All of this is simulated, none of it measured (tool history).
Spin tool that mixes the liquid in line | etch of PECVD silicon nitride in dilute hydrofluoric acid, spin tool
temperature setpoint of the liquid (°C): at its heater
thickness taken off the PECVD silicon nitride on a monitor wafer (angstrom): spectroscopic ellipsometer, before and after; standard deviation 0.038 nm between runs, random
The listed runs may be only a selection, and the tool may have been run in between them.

| run | hour | temperature setpoint of the liquid (°C) | parts of water to one part of 49 % hydrofluoric acid (parts by volume) | time under the liquid (s) | thickness taken off the PECVD silicon nitride on a monitor wafer (angstrom) |
|---|---|---|---|---|---|
| 1 | 0.0 | 25.0 | 265 | 60 | 8.0844 |
| 2 | 3.7 | 26.0 | 240 | 60 | 9.2969 |
| 3 | 11.0 | 26.0 | 240 | 60 | 9.3968 |
| 4 | 15.5 | 26.0 | 285 | 60 | 7.6930 |
| 5 | 21.5 | 26.0 | 205 | 60 | 10.8600 |
| 6 | 30.4 | 23.5 | 205 | 60 | 9.6419 |
| 7 | 36.9 | 24.5 | 185 | 60 | 11.3320 |
| 8 | 42.3 | 25.5 | 170 | 60 | 12.8330 |
| 9 | 44.6 | 26.5 | 160 | 60 | 14.6380 |
| 10 | 53.3 | 27.5 | 160 | 60 | 15.4850 |

What will run 11 give?
| 11 | 57.3 | 28.5 | 160 | 60 | ? |

Run 11 yielded thickness taken off the PECVD silicon nitride on a monitor wafer (angstrom) 16.7450.
